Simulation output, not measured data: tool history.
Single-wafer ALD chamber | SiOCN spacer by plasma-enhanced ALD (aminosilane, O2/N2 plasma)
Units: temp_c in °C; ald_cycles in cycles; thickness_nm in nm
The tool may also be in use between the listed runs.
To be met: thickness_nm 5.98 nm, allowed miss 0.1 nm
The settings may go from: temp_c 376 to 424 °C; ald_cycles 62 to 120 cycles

run    day  temp_c  ald_cycles  thickness_nm
  1      0     400          91        5.3646
  2  0.312     400          79        4.6663
  3  0.588     410          79        4.5549
  4  0.617     410          87        4.9758
  5  0.812     402          87        5.1006
  6  1.008     400          89        5.2349
  7  1.158     398          91        5.3341
  8  1.488     397          93        5.4784
  9  1.633     396          94        5.5482
 10  1.854     395          95        5.6156
 11  2.133     394          96        5.6618
 12  2.362     394          97        5.6988

4 next moves are on the table. One of them brings every result within its allowed miss. Which?
  A  2.592     391          95             ?
  B  2.592     391         102             ?
  C  2.592     386         106             ?
  D  2.592     390         105             ?

move  thickness_nm
   A        5.5754
   B        5.9863
   C         6.221
   D        6.1623
A: further off than the last run
B: meets every target
C: takes the result that was furthest off past its target
D: takes the result that was furthest off past its target
Move B is the one to make.

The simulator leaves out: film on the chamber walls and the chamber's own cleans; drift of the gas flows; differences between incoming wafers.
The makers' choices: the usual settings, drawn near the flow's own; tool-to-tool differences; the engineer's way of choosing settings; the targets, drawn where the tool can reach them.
